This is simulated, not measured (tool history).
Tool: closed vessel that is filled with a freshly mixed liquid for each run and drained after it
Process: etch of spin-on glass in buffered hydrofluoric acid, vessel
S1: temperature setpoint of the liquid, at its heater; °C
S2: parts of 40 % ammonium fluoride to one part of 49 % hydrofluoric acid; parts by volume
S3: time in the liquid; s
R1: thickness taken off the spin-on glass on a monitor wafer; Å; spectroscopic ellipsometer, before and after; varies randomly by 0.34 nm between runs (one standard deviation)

{"run": 1, "day": 0.0, "S1": 21, "S2": 17, "S3": 35, "R1": 953.88}
{"run": 2, "day": 0.308, "S1": 21, "S2": 20.5, "S3": 35, "R1": 799.25}
{"run": 3, "day": 0.567, "S1": 24.5, "S2": 20.5, "S3": 35, "R1": 972.13}
{"run": 4, "day": 0.629, "S1": 23, "S2": 20.5, "S3": 35, "R1": 890.6}
{"run": 5, "day": 0.988, "S1": 23, "S2": 20.5, "S3": 30, "R1": 765.13}
{"run": 6, "day": 1.221, "S1": 23, "S2": 20.5, "S3": 35, "R1": 897.96}
{"run": 7, "day": 1.392, "S1": 22, "S2": 21, "S3": 35, "R1": 832.34}
{"run": 8, "day": 1.662, "S1": 21, "S2": 21.5, "S3": 35, "R1": 770.53}
{"run": 9, "day": 1.996, "S1": 20.5, "S2": 22, "S3": 35, "R1": 742.77}

Run 10 has not been measured yet. What should we expect?
{"run": 10, "day": 2.242, "S1": 20, "S2": 22.5, "S3": 35, "R1": "?"}

R1: 718.4 Å

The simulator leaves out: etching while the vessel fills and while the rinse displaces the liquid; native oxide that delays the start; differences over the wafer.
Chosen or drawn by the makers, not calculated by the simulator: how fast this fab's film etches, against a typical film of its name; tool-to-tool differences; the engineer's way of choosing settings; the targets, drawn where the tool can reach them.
